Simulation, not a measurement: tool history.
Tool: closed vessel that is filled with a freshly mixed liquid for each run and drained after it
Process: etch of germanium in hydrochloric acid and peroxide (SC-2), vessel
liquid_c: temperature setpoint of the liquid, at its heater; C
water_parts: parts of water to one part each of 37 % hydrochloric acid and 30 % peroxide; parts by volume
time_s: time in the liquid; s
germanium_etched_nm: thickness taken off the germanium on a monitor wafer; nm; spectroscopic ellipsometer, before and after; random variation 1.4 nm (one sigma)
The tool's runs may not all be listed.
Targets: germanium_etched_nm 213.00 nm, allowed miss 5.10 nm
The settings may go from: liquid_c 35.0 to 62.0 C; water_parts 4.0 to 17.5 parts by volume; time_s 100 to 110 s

run,day,liquid_c,water_parts,time_s,germanium_etched_nm
1,0.000,46.0,9.5,100,166.45
2,0.288,46.0,7.5,100,171.01
3,0.533,48.0,7.5,100,184.84
4,0.558,49.5,7.5,100,191.17
5,0.892,49.5,9.5,100,186.71
6,1.146,51.0,9.5,100,198.62
7,1.325,51.5,9.5,100,200.04
8,1.588,52.0,9.5,100,204.32
9,1.921,52.5,9.5,100,206.79

Which of these 4 next moves meets every target?
A,2.254,51.0,8.5,100,?
B,2.254,49.0,11.5,110,?
C,2.254,53.5,10.5,105,?
D,2.254,52.0,9.5,105,?

move,germanium_etched_nm
A,199.98
B,200.82
C,222.63
D,214.65
A: further off than the last run
B: further off than the last run
C: takes the result that was furthest off past its target
D: meets every target
Move D is the one to make.
